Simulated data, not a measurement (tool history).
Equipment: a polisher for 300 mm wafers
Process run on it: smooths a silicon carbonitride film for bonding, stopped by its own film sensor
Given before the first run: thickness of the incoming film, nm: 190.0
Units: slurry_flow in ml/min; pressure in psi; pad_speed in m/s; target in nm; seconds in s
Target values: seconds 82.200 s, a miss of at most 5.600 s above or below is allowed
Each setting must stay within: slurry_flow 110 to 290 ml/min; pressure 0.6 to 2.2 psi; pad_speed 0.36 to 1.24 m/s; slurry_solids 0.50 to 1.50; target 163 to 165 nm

run  hour  slurry_flow  pressure  pad_speed  slurry_solids  target  seconds
  1   0.0          185       1.4       0.80           1.00     165  133.420
  2   8.3          185       1.5       0.82           1.00     165  121.790
  3   9.1          185       1.5       0.94           1.00     165  115.350
  4  16.7          160       1.5       0.94           1.00     165  122.190
  5  23.0          160       1.5       0.94           1.00     165  119.810
  6  29.7          160       1.5       1.12           1.00     165  104.900
  7  33.4          165       1.6       1.12           1.00     165  102.440
  8  41.3          170       1.7       1.14           1.00     165   91.801
  9  49.2          175       1.7       1.14           1.00     165   94.132

Exactly one of the 4 candidate moves below puts every result within its allowed miss. Which one?
  A  57.1          190       1.5       1.20           0.85     163        ?
  B  57.1          190       1.5       1.14           0.85     164        ?
  C  57.1          195       1.8       1.06           1.15     165        ?
  D  57.1          180       1.7       1.14           0.90     163        ?

move  seconds
   A  110.270
   B  109.830
   C   82.832
   D   99.685
A: its largest miss is bigger than the last run's
B: its largest miss is bigger than the last run's
C: hits every target within its allowed miss
D: its largest miss is bigger than the last run's
C meets every target.

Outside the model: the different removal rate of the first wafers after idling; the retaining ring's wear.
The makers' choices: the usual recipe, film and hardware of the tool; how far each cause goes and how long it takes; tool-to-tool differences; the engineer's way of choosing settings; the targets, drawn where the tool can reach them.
